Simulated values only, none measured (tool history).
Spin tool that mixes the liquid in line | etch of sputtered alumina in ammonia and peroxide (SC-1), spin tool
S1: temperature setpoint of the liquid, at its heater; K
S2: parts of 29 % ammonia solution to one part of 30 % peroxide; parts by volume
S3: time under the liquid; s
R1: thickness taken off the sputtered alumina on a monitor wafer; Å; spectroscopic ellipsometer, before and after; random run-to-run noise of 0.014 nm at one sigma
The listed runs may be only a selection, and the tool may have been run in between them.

| run | day | S1 | S2 | S3 | R1 |
|---|---|---|---|---|---|
| 1 | 0 | 320.15 | 0.4 | 35 | 17.829 |
| 2 | 0.279 | 320.65 | 0.4 | 35 | 18.355 |
| 3 | 0.312 | 320.65 | 0.5 | 35 | 18.75 |
| 4 | 0.633 | 327.15 | 0.5 | 35 | 26.796 |
| 5 | 0.933 | 334.15 | 0.5 | 35 | 38.545 |
| 6 | 1.275 | 336.15 | 0.5 | 35 | 42.136 |
| 7 | 1.542 | 334.15 | 0.5 | 35 | 38.485 |
| 8 | 1.688 | 332.15 | 0.5 | 35 | 34.499 |
| 9 | 1.829 | 330.65 | 0.5 | 35 | 32.068 |

Run 10 is up next; what results do you expect?
| 10 | 1.933 | 330.65 | 0.5 | 35 | ? |

For run 10 the tool returned R1 32.33 Å.
